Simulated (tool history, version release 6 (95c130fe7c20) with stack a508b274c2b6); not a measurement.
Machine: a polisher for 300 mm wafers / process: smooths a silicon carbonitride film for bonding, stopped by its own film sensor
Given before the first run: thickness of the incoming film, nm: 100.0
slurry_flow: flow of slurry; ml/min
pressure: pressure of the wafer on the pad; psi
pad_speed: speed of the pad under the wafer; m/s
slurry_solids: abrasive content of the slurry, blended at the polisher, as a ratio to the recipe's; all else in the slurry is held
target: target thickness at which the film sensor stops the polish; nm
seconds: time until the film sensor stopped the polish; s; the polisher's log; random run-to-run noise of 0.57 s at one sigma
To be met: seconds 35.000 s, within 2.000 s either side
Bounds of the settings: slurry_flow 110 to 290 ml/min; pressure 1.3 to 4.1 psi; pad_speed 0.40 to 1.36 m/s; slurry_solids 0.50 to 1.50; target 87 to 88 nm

Run 1, hour 0.0: slurry_flow 185 ml/min, pressure 2.7 psi, pad_speed 0.88 m/s, slurry_solids 1.00, target 87 nm. Result: seconds 44.635 s.
Run 2, hour 5.2: slurry_flow 185 ml/min, pressure 2.7 psi, pad_speed 0.96 m/s, slurry_solids 1.00, target 87 nm. Result: seconds 41.449 s.
Run 3, hour 6.0: slurry_flow 185 ml/min, pressure 2.7 psi, pad_speed 0.82 m/s, slurry_solids 1.00, target 87 nm. Result: seconds 48.384 s.
Run 4, hour 10.3: slurry_flow 185 ml/min, pressure 2.8 psi, pad_speed 0.82 m/s, slurry_solids 1.00, target 87 nm. Result: seconds 46.705 s.
Run 5, hour 12.9: slurry_flow 185 ml/min, pressure 2.9 psi, pad_speed 0.82 m/s, slurry_solids 1.00, target 87 nm. Result: seconds 44.284 s.
Run 6, hour 21.5: slurry_flow 185 ml/min, pressure 3.0 psi, pad_speed 0.82 m/s, slurry_solids 1.00, target 87 nm. Result: seconds 44.144 s.
Run 7, hour 24.6: slurry_flow 185 ml/min, pressure 3.1 psi, pad_speed 0.82 m/s, slurry_solids 1.00, target 87 nm. Result: seconds 43.317 s.
Run 8, hour 32.0: slurry_flow 185 ml/min, pressure 3.2 psi, pad_speed 0.82 m/s, slurry_solids 1.00, target 87 nm. Result: seconds 42.331 s.
Run 9, hour 40.6: slurry_flow 185 ml/min, pressure 3.3 psi, pad_speed 0.82 m/s, slurry_solids 1.00, target 87 nm. Result: seconds 42.792 s.
Run 10, hour 43.2: slurry_flow 185 ml/min, pressure 3.4 psi, pad_speed 0.84 m/s, slurry_solids 1.00, target 87 nm. Result: seconds 39.999 s.
Run 11, hour 49.7: slurry_flow 185 ml/min, pressure 3.5 psi, pad_speed 0.84 m/s, slurry_solids 1.00, target 87 nm. Result: seconds 39.818 s.

Which one of the following 4 next-run settings gets every result inside its allowed miss? There is exactly one.
Run A, hour 56.2: slurry_flow 140 ml/min, pressure 3.1 psi, pad_speed 0.74 m/s, slurry_solids 1.05, target 87 nm. Result: seconds ?.
Run B, hour 56.2: slurry_flow 170 ml/min, pressure 2.7 psi, pad_speed 0.80 m/s, slurry_solids 1.00, target 87 nm. Result: seconds ?.
Run C, hour 56.2: slurry_flow 190 ml/min, pressure 3.5 psi, pad_speed 0.88 m/s, slurry_solids 0.95, target 88 nm. Result: seconds ?.
Run D, hour 56.2: slurry_flow 200 ml/min, pressure 3.5 psi, pad_speed 0.78 m/s, slurry_solids 0.90, target 87 nm. Result: seconds ?.

move  seconds
   A   47.829
   B   49.131
   C   36.147
   D   43.998
A: moves away from the targets compared with the last run
B: moves away from the targets compared with the last run
C: all results land within tolerance of their targets
D: moves away from the targets compared with the last run
Correct choice: C, which meets every target
